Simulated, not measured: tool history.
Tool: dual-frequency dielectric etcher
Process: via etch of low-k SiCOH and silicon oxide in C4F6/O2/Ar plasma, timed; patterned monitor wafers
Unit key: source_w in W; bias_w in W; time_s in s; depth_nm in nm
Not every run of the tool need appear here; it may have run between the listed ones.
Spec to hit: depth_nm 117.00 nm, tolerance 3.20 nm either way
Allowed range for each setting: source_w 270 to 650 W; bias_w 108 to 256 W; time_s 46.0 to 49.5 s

run 1 day=0.000 | source_w=460 bias_w=182 time_s=49.5 | depth_nm=143.05
run 2 day=0.162 | source_w=440 bias_w=178 time_s=49.5 | depth_nm=138.95
run 3 day=0.496 | source_w=440 bias_w=178 time_s=49.5 | depth_nm=141.71
run 4 day=0.829 | source_w=430 bias_w=172 time_s=49.0 | depth_nm=136.33
run 5 day=0.983 | source_w=420 bias_w=169 time_s=49.0 | depth_nm=133.57
run 6 day=1.321 | source_w=410 bias_w=168 time_s=49.0 | depth_nm=131.80
run 7 day=1.646 | source_w=410 bias_w=168 time_s=49.0 | depth_nm=131.89
run 8 day=1.888 | source_w=310 bias_w=150 time_s=48.5 | depth_nm=111.05

Which one of the following 4 next-run settings gets every result inside its allowed miss? There is exactly one.
run A day=2.129 | source_w=310 bias_w=180 time_s=47.0 | depth_nm=?
run B day=2.129 | source_w=320 bias_w=143 time_s=47.0 | depth_nm=?
run C day=2.129 | source_w=280 bias_w=153 time_s=48.5 | depth_nm=?
run D day=2.129 | source_w=340 bias_w=141 time_s=46.0 | depth_nm=?

move=A depth_nm=118.09
move=B depth_nm=107.53
move=C depth_nm=108.79
move=D depth_nm=107.04
A: every result within its allowed miss
B: lands further from the targets than the last run did
C: lands further from the targets than the last run did
D: lands further from the targets than the last run did
A is the move that brings every result within its allowed miss.

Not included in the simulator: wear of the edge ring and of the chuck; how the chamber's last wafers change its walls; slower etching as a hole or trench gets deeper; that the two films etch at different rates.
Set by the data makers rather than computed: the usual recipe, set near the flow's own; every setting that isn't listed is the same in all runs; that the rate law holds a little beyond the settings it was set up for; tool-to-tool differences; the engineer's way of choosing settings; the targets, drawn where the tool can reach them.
